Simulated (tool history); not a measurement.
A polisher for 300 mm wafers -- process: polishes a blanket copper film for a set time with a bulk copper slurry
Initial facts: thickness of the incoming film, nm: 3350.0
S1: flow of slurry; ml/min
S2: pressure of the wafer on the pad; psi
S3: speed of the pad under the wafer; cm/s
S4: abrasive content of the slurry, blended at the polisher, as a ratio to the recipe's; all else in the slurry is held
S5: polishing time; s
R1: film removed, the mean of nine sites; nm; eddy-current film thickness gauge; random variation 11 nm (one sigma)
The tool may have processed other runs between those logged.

run,day,S1,S2,S3,S4,S5,R1
1,0,290,3,128,1,112,1479.1
2,0.104,340,3,128,1,112,1508.1
3,0.35,340,3,114,1,112,1344.4
4,0.454,275,3,114,1,112,1314.8
5,0.7,275,3,114,0.85,112,1270.1
6,0.821,275,2.9,114,0.85,112,1228.6
7,1.021,275,2.8,114,0.85,112,1190

The next listed run, before its measurement:
8,1.212,275,2.7,114,0.85,112,?

Run 8 gave R1 1153.5 nm.
